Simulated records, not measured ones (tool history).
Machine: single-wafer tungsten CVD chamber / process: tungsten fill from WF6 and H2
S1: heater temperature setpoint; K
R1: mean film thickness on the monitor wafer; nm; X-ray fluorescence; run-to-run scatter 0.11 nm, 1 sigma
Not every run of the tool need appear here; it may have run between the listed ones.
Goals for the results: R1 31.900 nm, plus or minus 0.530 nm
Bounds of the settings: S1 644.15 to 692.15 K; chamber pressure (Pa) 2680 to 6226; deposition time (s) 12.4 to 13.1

run 1 hour=0.0 | S1=668.15 chamber_pressure_(Pa)=4453 deposition_time_(s)=13.1 | R1=39.472
run 2 hour=6.4 | S1=668.15 chamber_pressure_(Pa)=4453 deposition_time_(s)=13.1 | R1=39.700
run 3 hour=11.8 | S1=666.15 chamber_pressure_(Pa)=4453 deposition_time_(s)=13.1 | R1=37.933
run 4 hour=15.2 | S1=664.15 chamber_pressure_(Pa)=4453 deposition_time_(s)=13.1 | R1=36.382
-- hour=24.2 capacitance manometer re-zeroed and calibrated
run 5 hour=24.2 | S1=663.15 chamber_pressure_(Pa)=4453 deposition_time_(s)=13.1 | R1=34.893
run 6 hour=32.9 | S1=663.15 chamber_pressure_(Pa)=4906 deposition_time_(s)=13.1 | R1=36.557
run 7 hour=34.6 | S1=662.15 chamber_pressure_(Pa)=4906 deposition_time_(s)=13.1 | R1=35.556
run 8 hour=36.1 | S1=661.15 chamber_pressure_(Pa)=4906 deposition_time_(s)=13.1 | R1=34.839

Which single option among these 4 for the next run brings every result within its allowed miss of target? Just one does.
run A hour=37.6 | S1=657.15 chamber_pressure_(Pa)=4933 deposition_time_(s)=12.5 | R1=?
run B hour=37.6 | S1=656.15 chamber_pressure_(Pa)=4666 deposition_time_(s)=13.1 | R1=?
run C hour=37.6 | S1=656.15 chamber_pressure_(Pa)=5320 deposition_time_(s)=12.4 | R1=?
run D hour=37.6 | S1=658.15 chamber_pressure_(Pa)=5320 deposition_time_(s)=12.4 | R1=?

move=A R1=30.593
move=B R1=30.580
move=C R1=30.734
move=D R1=32.110
A: carries the result that was furthest off beyond its target, to the other side
B: carries the result that was furthest off beyond its target, to the other side
C: carries the result that was furthest off beyond its target, to the other side
D: hits every target within its allowed miss
Correct choice: D, which meets every target
